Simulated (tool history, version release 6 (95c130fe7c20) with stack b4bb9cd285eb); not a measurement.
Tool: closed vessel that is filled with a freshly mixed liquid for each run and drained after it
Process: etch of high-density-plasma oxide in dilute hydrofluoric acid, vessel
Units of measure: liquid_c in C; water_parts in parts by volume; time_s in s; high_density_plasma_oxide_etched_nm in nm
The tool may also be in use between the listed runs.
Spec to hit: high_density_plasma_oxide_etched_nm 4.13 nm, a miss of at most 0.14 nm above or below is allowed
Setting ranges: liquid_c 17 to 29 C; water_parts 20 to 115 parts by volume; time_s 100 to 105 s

| run | hour | liquid_c | water_parts | time_s | high_density_plasma_oxide_etched_nm |
|---|---|---|---|---|---|
| 1 | 0 | 21 | 65 | 100 | 7.4457 |
| 2 | 7.3 | 21 | 65 | 100 | 7.5522 |
| 3 | 9.5 | 21 | 65 | 100 | 7.4751 |
| 4 | 13.4 | 20.5 | 70 | 100 | 6.6733 |
| 5 | 17.2 | 20 | 75 | 100 | 6.0434 |
| 6 | 20 | 19.5 | 75 | 100 | 5.9281 |
| 7 | 23.5 | 19 | 75 | 100 | 5.845 |
| 8 | 25.2 | 18.5 | 75 | 100 | 5.7127 |
| 9 | 33.4 | 17.5 | 85 | 100 | 4.813 |
| 10 | 39 | 17 | 90 | 100 | 4.4165 |

Which of these 5 next moves meets every target?
| A | 44.6 | 17 | 95 | 100 | ? |
| B | 44.6 | 17 | 85 | 100 | ? |
| C | 44.6 | 17.5 | 90 | 100 | ? |
| D | 44.6 | 17 | 85 | 105 | ? |
| E | 44.6 | 18.5 | 90 | 100 | ? |

| move | high_density_plasma_oxide_etched_nm |
|---|---|
| A | 4.0922 |
| B | 4.6222 |
| C | 4.4353 |
| D | 4.8533 |
| E | 4.6258 |
A: meets every target
B: its largest miss is bigger than the last run's
C: its largest miss is bigger than the last run's
D: its largest miss is bigger than the last run's
E: its largest miss is bigger than the last run's
Correct choice: A, which meets every target
